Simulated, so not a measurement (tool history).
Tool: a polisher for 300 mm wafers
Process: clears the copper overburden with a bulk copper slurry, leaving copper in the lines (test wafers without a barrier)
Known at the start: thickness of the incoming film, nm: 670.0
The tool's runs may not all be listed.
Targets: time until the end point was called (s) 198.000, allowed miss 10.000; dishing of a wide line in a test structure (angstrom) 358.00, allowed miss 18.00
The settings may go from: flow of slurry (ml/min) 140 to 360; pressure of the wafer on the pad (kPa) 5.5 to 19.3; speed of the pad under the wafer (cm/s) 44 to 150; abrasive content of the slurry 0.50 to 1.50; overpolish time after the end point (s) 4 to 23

run,day,flow of slurry (ml/min),pressure of the wafer on the pad (kPa),speed of the pad under the wafer (cm/s),abrasive content of the slurry,overpolish time after the end point (s),time until the end point was called (s),dishing of a wide line in a test structure (angstrom)
1,0.000,230,12.4,96,1.00,12,102.550,469.05
2,0.167,230,15.2,96,1.00,12,84.472,549.07
3,0.217,230,15.2,108,1.00,12,73.407,600.28
4,0.371,230,15.2,108,1.00,16,75.932,727.02
5,0.429,230,15.2,108,1.00,12,74.707,602.08
6,0.775,230,15.2,88,1.00,12,94.041,521.20
7,0.896,230,13.1,86,1.00,13,107.310,479.02
8,1.129,230,11.7,82,1.00,14,122.690,453.23
9,1.275,230,10.3,80,1.00,15,141.230,424.14
10,1.446,230,9.7,80,1.00,16,149.460,416.12
11,1.562,225,6.2,76,1.00,19,228.080,331.24

5 next moves are on the table. One of them brings every result within its allowed miss. Which?
A,1.679,225,6.2,88,0.95,18,?,?
B,1.679,205,7.6,88,0.85,14,?,?
C,1.679,180,9.0,58,1.00,17,?,?
D,1.679,175,6.2,74,1.25,19,?,?
E,1.679,220,8.3,60,1.05,20,?,?

move,time until the end point was called (s),dishing of a wide line in a test structure (angstrom)
A,201.100,350.14
B,175.760,324.92
C,226.390,313.56
D,235.450,322.80
E,226.250,356.05
A: meets every target
B: takes the result that was furthest off past its target
C: nearer than the last run, and not there yet
D: further off than the last run
E: nearer than the last run, and not there yet
The right move is A.
